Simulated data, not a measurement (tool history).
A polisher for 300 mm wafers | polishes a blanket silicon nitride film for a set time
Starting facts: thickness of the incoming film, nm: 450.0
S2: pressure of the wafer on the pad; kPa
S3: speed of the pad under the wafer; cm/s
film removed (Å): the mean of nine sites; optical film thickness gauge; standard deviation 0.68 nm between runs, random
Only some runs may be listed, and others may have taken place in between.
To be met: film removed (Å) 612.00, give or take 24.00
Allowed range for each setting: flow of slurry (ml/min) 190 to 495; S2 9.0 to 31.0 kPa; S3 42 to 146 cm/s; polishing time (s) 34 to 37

run 1 hour=0.0 | flow_of_slurry_(ml/min)=320 S2=20.0 S3=94 polishing_time_(s)=37 | film_removed_(Å)=456.88
run 2 hour=0.7 | flow_of_slurry_(ml/min)=320 S2=20.7 S3=94 polishing_time_(s)=37 | film_removed_(Å)=477.18
run 3 hour=7.7 | flow_of_slurry_(ml/min)=320 S2=20.7 S3=94 polishing_time_(s)=37 | film_removed_(Å)=485.14
run 4 hour=14.4 | flow_of_slurry_(ml/min)=320 S2=21.4 S3=94 polishing_time_(s)=37 | film_removed_(Å)=491.84
run 5 hour=17.5 | flow_of_slurry_(ml/min)=320 S2=21.4 S3=94 polishing_time_(s)=34 | film_removed_(Å)=454.47
run 6 hour=18.8 | flow_of_slurry_(ml/min)=320 S2=21.4 S3=72 polishing_time_(s)=34 | film_removed_(Å)=376.86
run 7 hour=22.8 | flow_of_slurry_(ml/min)=320 S2=22.8 S3=72 polishing_time_(s)=34 | film_removed_(Å)=387.40
run 8 hour=31.0 | flow_of_slurry_(ml/min)=320 S2=23.4 S3=74 polishing_time_(s)=34 | film_removed_(Å)=416.77
run 9 hour=39.1 | flow_of_slurry_(ml/min)=320 S2=29.0 S3=76 polishing_time_(s)=34 | film_removed_(Å)=518.19
run 10 hour=40.8 | flow_of_slurry_(ml/min)=320 S2=29.0 S3=78 polishing_time_(s)=34 | film_removed_(Å)=518.92
run 11 hour=49.2 | flow_of_slurry_(ml/min)=320 S2=29.0 S3=80 polishing_time_(s)=34 | film_removed_(Å)=541.55

Exercise: of the 4 proposed moves below, exactly one satisfies all targets within the stated allowed misses. Which move is it?
run A hour=57.6 | flow_of_slurry_(ml/min)=425 S2=31.0 S3=76 polishing_time_(s)=37 | film_removed_(Å)=?
run B hour=57.6 | flow_of_slurry_(ml/min)=345 S2=29.6 S3=58 polishing_time_(s)=36 | film_removed_(Å)=?
run C hour=57.6 | flow_of_slurry_(ml/min)=260 S2=25.5 S3=82 polishing_time_(s)=34 | film_removed_(Å)=?
run D hour=57.6 | flow_of_slurry_(ml/min)=355 S2=31.0 S3=84 polishing_time_(s)=37 | film_removed_(Å)=?

move=A film_removed_(Å)=603.08
move=B film_removed_(Å)=446.07
move=C film_removed_(Å)=469.48
move=D film_removed_(Å)=645.94
A: meets every target
B: further off than the last run
C: further off than the last run
D: pushes the last run's worst result past its target
A meets every target.

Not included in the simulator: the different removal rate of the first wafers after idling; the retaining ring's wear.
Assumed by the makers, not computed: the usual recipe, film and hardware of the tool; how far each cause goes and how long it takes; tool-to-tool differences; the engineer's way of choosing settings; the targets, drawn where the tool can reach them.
